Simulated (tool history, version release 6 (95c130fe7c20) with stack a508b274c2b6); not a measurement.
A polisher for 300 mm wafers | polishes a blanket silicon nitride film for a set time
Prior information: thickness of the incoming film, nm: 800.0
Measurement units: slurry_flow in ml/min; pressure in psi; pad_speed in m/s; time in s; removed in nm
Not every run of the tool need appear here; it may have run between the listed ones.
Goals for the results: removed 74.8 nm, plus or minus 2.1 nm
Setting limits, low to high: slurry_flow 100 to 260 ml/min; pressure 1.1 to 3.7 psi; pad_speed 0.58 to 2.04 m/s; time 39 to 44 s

run,day,slurry_flow,pressure,pad_speed,time,removed
1,0,165,2.4,1.3,44,63.666
2,0.217,170,2.5,1.3,44,65.667
3,0.308,170,2.5,1.3,44,66.191
4,0.55,195,2.5,1.3,44,67.545
5,0.671,195,3,1.3,44,81.886
6,0.871,195,3,1.42,44,88.323
7,1.212,190,2.9,1.42,44,84.161
8,1.404,185,2.9,1.42,44,83.1
9,1.717,180,2.9,1.42,44,82.626
10,1.738,175,2.9,1.42,44,83.151
11,2.067,170,2.9,1.42,44,82.016

Of the 4 settings listed for the next run, only one would bring every result within its allowed miss of target. Which one?
A,2.396,155,3.3,1.48,39,?
B,2.396,185,2.7,1.42,39,?
C,2.396,155,2.9,1.32,43,?
D,2.396,155,3.4,1.22,44,?

move,removed
A,84.13
B,68.95
C,74.611
D,83.734
A: the biggest miss grows against the last run
B: takes the result that was furthest off past its target
C: hits every target within its allowed miss
D: the biggest miss grows against the last run
So the answer is move C, the one that meets all the targets.
